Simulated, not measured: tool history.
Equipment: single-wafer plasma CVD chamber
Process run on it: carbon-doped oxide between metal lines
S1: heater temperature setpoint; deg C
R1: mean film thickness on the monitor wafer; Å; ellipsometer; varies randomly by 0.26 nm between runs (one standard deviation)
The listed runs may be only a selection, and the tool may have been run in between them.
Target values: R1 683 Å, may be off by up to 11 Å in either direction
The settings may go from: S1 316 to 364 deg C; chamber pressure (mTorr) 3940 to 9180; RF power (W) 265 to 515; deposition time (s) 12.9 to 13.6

run 1 hour=0 | S1=340 chamber_pressure_(mTorr)=6560 RF_power_(W)=390 deposition_time_(s)=13.6 | R1=617.17
run 2 hour=7.6 | S1=338 chamber_pressure_(mTorr)=6680 RF_power_(W)=395 deposition_time_(s)=13.6 | R1=630.22
run 3 hour=12.9 | S1=338 chamber_pressure_(mTorr)=5820 RF_power_(W)=395 deposition_time_(s)=13.6 | R1=612.87
run 4 hour=14.5 | S1=336 chamber_pressure_(mTorr)=6030 RF_power_(W)=395 deposition_time_(s)=13.6 | R1=619.61
run 5 hour=17.8 | S1=329 chamber_pressure_(mTorr)=6030 RF_power_(W)=395 deposition_time_(s)=13.6 | R1=638.51
run 6 hour=22.5 | S1=339 chamber_pressure_(mTorr)=6030 RF_power_(W)=395 deposition_time_(s)=13.6 | R1=616.03
run 7 hour=29.9 | S1=337 chamber_pressure_(mTorr)=6200 RF_power_(W)=395 deposition_time_(s)=13.6 | R1=621.44
run 8 hour=31.1 | S1=325 chamber_pressure_(mTorr)=7190 RF_power_(W)=420 deposition_time_(s)=13.6 | R1=699.57
run 9 hour=35.1 | S1=325 chamber_pressure_(mTorr)=7190 RF_power_(W)=420 deposition_time_(s)=13.6 | R1=701.16
run 10 hour=38.3 | S1=326 chamber_pressure_(mTorr)=7160 RF_power_(W)=420 deposition_time_(s)=13.6 | R1=695.73
run 11 hour=46.5 | S1=326 chamber_pressure_(mTorr)=7140 RF_power_(W)=420 deposition_time_(s)=13.6 | R1=698.16
run 12 hour=54.9 | S1=327 chamber_pressure_(mTorr)=7110 RF_power_(W)=420 deposition_time_(s)=13.6 | R1=697.13
run 13 hour=57.3 | S1=332 chamber_pressure_(mTorr)=6860 RF_power_(W)=415 deposition_time_(s)=13.6 | R1=672.67

Exercise: of the 4 proposed moves below, exactly one satisfies all targets within the stated allowed misses. Which move is it?
run A hour=59.7 | S1=333 chamber_pressure_(mTorr)=6970 RF_power_(W)=410 deposition_time_(s)=13.3 | R1=?
run B hour=59.7 | S1=332 chamber_pressure_(mTorr)=6920 RF_power_(W)=425 deposition_time_(s)=13 | R1=?
run C hour=59.7 | S1=333 chamber_pressure_(mTorr)=6650 RF_power_(W)=405 deposition_time_(s)=13.6 | R1=?
run D hour=59.7 | S1=340 chamber_pressure_(mTorr)=8230 RF_power_(W)=425 deposition_time_(s)=13.6 | R1=?

move=A R1=649.34
move=B R1=658.57
move=C R1=653.19
move=D R1=680.13
A: misses by more than the last run did
B: misses by more than the last run did
C: misses by more than the last run did
D: every result within its allowed miss
The right move is D.

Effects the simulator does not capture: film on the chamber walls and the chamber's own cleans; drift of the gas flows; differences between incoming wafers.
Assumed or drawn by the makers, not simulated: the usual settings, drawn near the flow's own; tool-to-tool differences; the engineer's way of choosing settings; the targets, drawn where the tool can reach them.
